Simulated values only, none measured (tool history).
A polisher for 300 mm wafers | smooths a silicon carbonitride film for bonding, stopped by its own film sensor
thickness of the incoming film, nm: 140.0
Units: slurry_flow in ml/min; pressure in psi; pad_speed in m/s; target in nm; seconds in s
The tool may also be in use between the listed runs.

{"run": 1, "hour": 0.0, "slurry_flow": 285, "pressure": 2.5, "pad_speed": 0.86, "slurry_solids": 1, "target": 99, "seconds": 160.61}
{"run": 2, "hour": 0.8, "slurry_flow": 285, "pressure": 2.5, "pad_speed": 1.02, "slurry_solids": 1, "target": 99, "seconds": 138.64}
{"run": 3, "hour": 5.3, "slurry_flow": 285, "pressure": 2.5, "pad_speed": 1.02, "slurry_solids": 1.15, "target": 99, "seconds": 134.11}
{"run": 4, "hour": 9.0, "slurry_flow": 285, "pressure": 2.1, "pad_speed": 1.02, "slurry_solids": 1.15, "target": 99, "seconds": 158.49}
{"run": 5, "hour": 12.2, "slurry_flow": 315, "pressure": 2.1, "pad_speed": 1.02, "slurry_solids": 1.15, "target": 99, "seconds": 157.45}
{"run": 6, "hour": 18.3, "slurry_flow": 315, "pressure": 1.9, "pad_speed": 1.02, "slurry_solids": 1.15, "target": 99, "seconds": 172.84}
{"run": 7, "hour": 21.2, "slurry_flow": 315, "pressure": 1.7, "pad_speed": 1.02, "slurry_solids": 1.15, "target": 99, "seconds": 191.33}

Run 8 comes next. What will it give?
{"run": 8, "hour": 26.2, "slurry_flow": 315, "pressure": 1.6, "pad_speed": 1.02, "slurry_solids": 1.15, "target": 99, "seconds": "?"}

{"run 8": {"seconds": 203.03}}
